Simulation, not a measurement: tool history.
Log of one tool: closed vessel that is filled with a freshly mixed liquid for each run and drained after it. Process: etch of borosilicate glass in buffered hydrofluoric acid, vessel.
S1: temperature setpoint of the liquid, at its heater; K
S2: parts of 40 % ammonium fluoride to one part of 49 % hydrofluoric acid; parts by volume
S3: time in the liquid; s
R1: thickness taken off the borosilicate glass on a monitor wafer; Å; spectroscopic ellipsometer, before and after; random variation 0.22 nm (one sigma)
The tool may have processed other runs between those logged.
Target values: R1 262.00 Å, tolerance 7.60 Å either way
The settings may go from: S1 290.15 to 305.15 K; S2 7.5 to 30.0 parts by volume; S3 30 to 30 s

| run | hour | S1 | S2 | S3 | R1 |
|---|---|---|---|---|---|
| 1 | 0.0 | 297.15 | 21.0 | 30 | 172.18 |
| 2 | 5.2 | 297.15 | 15.5 | 30 | 230.45 |
| 3 | 10.6 | 297.65 | 15.5 | 30 | 236.34 |
| 4 | 16.5 | 297.65 | 11.0 | 30 | 335.16 |
| 5 | 18.1 | 297.65 | 8.5 | 30 | 416.24 |
| 6 | 23.7 | 295.65 | 8.5 | 30 | 374.18 |
| 7 | 31.1 | 294.15 | 9.0 | 30 | 319.24 |
| 8 | 33.7 | 293.15 | 9.0 | 30 | 303.12 |
| 9 | 35.1 | 292.65 | 9.0 | 30 | 293.94 |

Which single option among these 5 for the next run brings every result within its allowed miss of target? Just one does.
| A | 36.5 | 294.15 | 9.0 | 30 | ? |
| B | 36.5 | 290.65 | 8.5 | 30 | ? |
| C | 36.5 | 292.65 | 10.5 | 30 | ? |
| D | 36.5 | 294.15 | 12.5 | 30 | ? |
| E | 36.5 | 292.65 | 9.5 | 30 | ? |

| move | R1 |
|---|---|
| A | 322.93 |
| B | 283.24 |
| C | 264.54 |
| D | 241.88 |
| E | 287.01 |
A: moves away from the targets compared with the last run
B: closes in on the targets versus the last run, not all within tolerance yet
C: every result lands within tolerance
D: the result that was furthest off in the last run now lies on the other side of its target
E: closes in on the targets versus the last run, not all within tolerance yet
The move that meets every target is C.
